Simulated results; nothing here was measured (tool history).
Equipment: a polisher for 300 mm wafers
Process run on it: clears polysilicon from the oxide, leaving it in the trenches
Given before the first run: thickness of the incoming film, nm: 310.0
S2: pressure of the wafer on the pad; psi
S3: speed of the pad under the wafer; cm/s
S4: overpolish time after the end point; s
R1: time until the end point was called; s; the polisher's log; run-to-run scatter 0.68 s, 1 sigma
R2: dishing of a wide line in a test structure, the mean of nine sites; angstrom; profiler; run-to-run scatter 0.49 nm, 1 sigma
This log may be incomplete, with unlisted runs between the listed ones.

{"run": 1, "hour": 0.0, "flow of slurry (ml/min)": 195, "S2": 3.4, "S3": 108, "S4": 21, "R1": 21.648, "R2": 490.18}
{"run": 2, "hour": 8.6, "flow of slurry (ml/min)": 195, "S2": 4.2, "S3": 108, "S4": 21, "R1": 18.043, "R2": 497.62}
{"run": 3, "hour": 16.0, "flow of slurry (ml/min)": 195, "S2": 4.7, "S3": 108, "S4": 21, "R1": 17.065, "R2": 493.21}
{"run": 4, "hour": 24.7, "flow of slurry (ml/min)": 190, "S2": 3.9, "S3": 96, "S4": 19, "R1": 20.747, "R2": 506.05}
{"run": 5, "hour": 28.1, "flow of slurry (ml/min)": 230, "S2": 3.9, "S3": 96, "S4": 19, "R1": 21.036, "R2": 502.5}
{"run": 6, "hour": 36.1, "flow of slurry (ml/min)": 230, "S2": 3.0, "S3": 96, "S4": 19, "R1": 24.893, "R2": 496.29}
{"run": 7, "hour": 39.6, "flow of slurry (ml/min)": 220, "S2": 2.5, "S3": 92, "S4": 21, "R1": 29.754, "R2": 496.65}

For run 8, what comes out?
{"run": 8, "hour": 43.7, "flow of slurry (ml/min)": 210, "S2": 2.2, "S3": 92, "S4": 20, "R1": "?", "R2": "?"}

R1: 31.747 s
R2: 492.53 angstrom
